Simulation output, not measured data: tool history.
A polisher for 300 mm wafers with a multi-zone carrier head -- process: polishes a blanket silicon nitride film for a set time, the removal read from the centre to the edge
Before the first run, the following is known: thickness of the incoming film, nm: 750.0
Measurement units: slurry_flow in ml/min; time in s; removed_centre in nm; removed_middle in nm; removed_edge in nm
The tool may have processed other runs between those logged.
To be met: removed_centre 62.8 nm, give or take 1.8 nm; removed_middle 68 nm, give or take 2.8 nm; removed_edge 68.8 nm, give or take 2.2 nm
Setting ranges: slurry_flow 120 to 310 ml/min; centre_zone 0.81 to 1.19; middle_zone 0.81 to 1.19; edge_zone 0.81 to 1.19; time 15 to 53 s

run,hour,slurry_flow,centre_zone,middle_zone,edge_zone,time,removed_centre,removed_middle,removed_edge
1,0,200,1,1,1,34,84.993,86.324,83.891
2,6.4,200,1,1,1,38,94.351,96.017,94.551
3,14,195,0.98,0.98,0.98,37,90.3,92.183,91.862
4,15,195,0.98,0.98,0.9,37,90.166,91.448,85.986
5,20.3,145,0.98,0.98,0.9,37,84.35,85.601,83.85
6,26.9,125,0.98,0.98,0.9,37,81.512,83.077,80.98
7,35.7,125,0.96,0.97,0.89,36,76.298,79.67,78.186
8,39,125,0.95,0.96,0.88,36,76.962,79.397,79.322
9,43.1,125,0.94,0.96,0.88,35,72.739,76.915,75.582
10,51.4,125,0.93,0.95,0.87,35,73.205,75.763,76.163
11,56.3,125,0.92,0.95,0.87,35,72.278,76.284,76.143
12,64.1,125,0.91,0.95,0.87,35,70.642,77.823,76.809
13,70.2,125,0.91,0.94,0.87,35,72.155,74.85,76.428
14,72.4,130,0.85,0.93,0.83,31,59.821,67.572,67.626
15,75.6,135,0.85,0.93,0.83,31,60.461,68.913,66.506

Below are 5 possible settings for the next run. Only one of them brings all results inside the allowed miss of their targets. Which is it?
A,78.8,155,0.86,1,0.81,29,?,?,?
B,78.8,150,0.83,0.94,0.81,32,?,?,?
C,78.8,135,0.9,0.9,0.83,32,?,?,?
D,78.8,145,0.89,0.97,0.94,33,?,?,?
E,78.8,120,0.87,0.91,0.83,33,?,?,?

move,removed_centre,removed_middle,removed_edge
A,59.293,69.051,63.199
B,62.743,71.826,69.432
C,65.772,67.523,68.945
D,68.497,75.426,75.955
E,63.312,68.044,69.499
A: its largest miss is bigger than the last run's
B: the worst result of the last run now meets its target, but another is out of spec
C: the result that was furthest off in the last run now lies on the other side of its target
D: the result that was furthest off in the last run now lies on the other side of its target
E: meets every target
The right move is E.

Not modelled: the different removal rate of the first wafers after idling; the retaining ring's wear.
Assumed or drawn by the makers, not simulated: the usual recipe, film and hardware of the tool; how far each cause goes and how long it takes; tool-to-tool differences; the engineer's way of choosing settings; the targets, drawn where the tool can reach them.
